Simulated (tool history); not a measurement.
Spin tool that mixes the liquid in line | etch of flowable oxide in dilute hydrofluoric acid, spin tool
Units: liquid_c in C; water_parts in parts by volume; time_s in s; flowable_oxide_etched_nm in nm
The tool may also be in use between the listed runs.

{"run": 1, "hour": 0.0, "liquid_c": 24, "water_parts": 275, "time_s": 25, "flowable_oxide_etched_nm": 4.5844}
{"run": 2, "hour": 1.4, "liquid_c": 21.5, "water_parts": 275, "time_s": 25, "flowable_oxide_etched_nm": 4.1636}
{"run": 3, "hour": 5.0, "liquid_c": 23.5, "water_parts": 230, "time_s": 25, "flowable_oxide_etched_nm": 5.6271}
{"run": 4, "hour": 10.5, "liquid_c": 23.5, "water_parts": 230, "time_s": 20, "flowable_oxide_etched_nm": 4.4847}
{"run": 5, "hour": 15.2, "liquid_c": 25, "water_parts": 230, "time_s": 20, "flowable_oxide_etched_nm": 4.7614}
{"run": 6, "hour": 23.8, "liquid_c": 25, "water_parts": 285, "time_s": 20, "flowable_oxide_etched_nm": 3.6195}
{"run": 7, "hour": 27.8, "liquid_c": 26.5, "water_parts": 235, "time_s": 20, "flowable_oxide_etched_nm": 4.8802}

The next listed run, before its measurement:
{"run": 8, "hour": 31.5, "liquid_c": 27.5, "water_parts": 195, "time_s": 20, "flowable_oxide_etched_nm": "?"}

{"run 8": {"flowable_oxide_etched_nm": 6.3559}}

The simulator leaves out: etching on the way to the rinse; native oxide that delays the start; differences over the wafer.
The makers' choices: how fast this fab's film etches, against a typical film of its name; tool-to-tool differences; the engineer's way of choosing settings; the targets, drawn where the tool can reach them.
